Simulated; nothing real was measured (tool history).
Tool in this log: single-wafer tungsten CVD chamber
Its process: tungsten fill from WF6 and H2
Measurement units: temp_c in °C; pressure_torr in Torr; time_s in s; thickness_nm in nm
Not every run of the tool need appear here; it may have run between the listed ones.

{"run": 1, "hour": 0.0, "temp_c": 390, "pressure_torr": 49.1, "time_s": 22.9, "thickness_nm": 67.417}
{"run": 2, "hour": 3.1, "temp_c": 390, "pressure_torr": 49.1, "time_s": 22.9, "thickness_nm": 67.521}
{"run": 3, "hour": 7.5, "temp_c": 383, "pressure_torr": 49.1, "time_s": 22.9, "thickness_nm": 59.926}
{"run": 4, "hour": 16.2, "temp_c": 383, "pressure_torr": 49.1, "time_s": 21.8, "thickness_nm": 56.964}
{"run": 5, "hour": 23.8, "temp_c": 383, "pressure_torr": 49.1, "time_s": 22.9, "thickness_nm": 59.664}
{"run": 6, "hour": 31.2, "temp_c": 383, "pressure_torr": 40.7, "time_s": 22.9, "thickness_nm": 57.23}
{"run": 7, "hour": 39.8, "temp_c": 386, "pressure_torr": 40.9, "time_s": 22.9, "thickness_nm": 60.122}
{"run": 8, "hour": 46.5, "temp_c": 388, "pressure_torr": 41.1, "time_s": 22.9, "thickness_nm": 62.281}
{"run": 9, "hour": 55.1, "temp_c": 390, "pressure_torr": 41.3, "time_s": 22.9, "thickness_nm": 64.164}
{"run": 10, "hour": 63.1, "temp_c": 392, "pressure_torr": 41.5, "time_s": 22.9, "thickness_nm": 66.898}

Estimate the outcome of run 11 from the log above:
{"run": 11, "hour": 70.6, "temp_c": 393, "pressure_torr": 41.6, "time_s": 22.9, "thickness_nm": "?"}

thickness_nm: 67.81 nm
